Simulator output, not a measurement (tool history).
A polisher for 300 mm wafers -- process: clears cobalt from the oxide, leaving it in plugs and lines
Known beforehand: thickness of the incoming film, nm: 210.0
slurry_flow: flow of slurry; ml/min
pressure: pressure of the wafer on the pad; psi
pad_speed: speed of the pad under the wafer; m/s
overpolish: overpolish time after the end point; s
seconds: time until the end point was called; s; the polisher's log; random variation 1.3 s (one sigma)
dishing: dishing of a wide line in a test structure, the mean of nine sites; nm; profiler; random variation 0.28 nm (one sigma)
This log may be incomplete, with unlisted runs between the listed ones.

{"run": 1, "hour": 0.0, "slurry_flow": 285, "pressure": 1.2, "pad_speed": 1.08, "overpolish": 25, "seconds": 56.494, "dishing": 26.256}
{"run": 2, "hour": 2.3, "slurry_flow": 275, "pressure": 1.1, "pad_speed": 1.08, "overpolish": 22, "seconds": 61.162, "dishing": 26.96}
{"run": 3, "hour": 5.3, "slurry_flow": 310, "pressure": 1.2, "pad_speed": 0.96, "overpolish": 19, "seconds": 60.438, "dishing": 25.324}
{"run": 4, "hour": 12.9, "slurry_flow": 310, "pressure": 1.2, "pad_speed": 0.86, "overpolish": 19, "seconds": 69.405, "dishing": 23.661}
{"hour": 18.9, "done": "slurry nozzle cleaned"}
{"run": 5, "hour": 18.9, "slurry_flow": 310, "pressure": 1.2, "pad_speed": 0.86, "overpolish": 13, "seconds": 68.194, "dishing": 21.781}
{"run": 6, "hour": 23.6, "slurry_flow": 310, "pressure": 1.2, "pad_speed": 0.86, "overpolish": 17, "seconds": 67.066, "dishing": 23.204}
{"run": 7, "hour": 27.1, "slurry_flow": 280, "pressure": 1.3, "pad_speed": 0.78, "overpolish": 15, "seconds": 67.482, "dishing": 21.41}
{"run": 8, "hour": 33.7, "slurry_flow": 200, "pressure": 1.6, "pad_speed": 0.48, "overpolish": 8, "seconds": 95.712, "dishing": 12.865}
{"run": 9, "hour": 40.4, "slurry_flow": 215, "pressure": 1.6, "pad_speed": 0.48, "overpolish": 9, "seconds": 92.675, "dishing": 13.454}
{"run": 10, "hour": 47.3, "slurry_flow": 230, "pressure": 1.6, "pad_speed": 0.48, "overpolish": 9, "seconds": 93.618, "dishing": 14.36}
{"run": 11, "hour": 51.8, "slurry_flow": 235, "pressure": 1.6, "pad_speed": 0.5, "overpolish": 9, "seconds": 87.554, "dishing": 15.204}

For run 12, what comes out?
{"run": 12, "hour": 58.7, "slurry_flow": 235, "pressure": 1.6, "pad_speed": 0.5, "overpolish": 9, "seconds": "?", "dishing": "?"}

{"run 12": {"seconds": 93.487, "dishing": 14.793}}
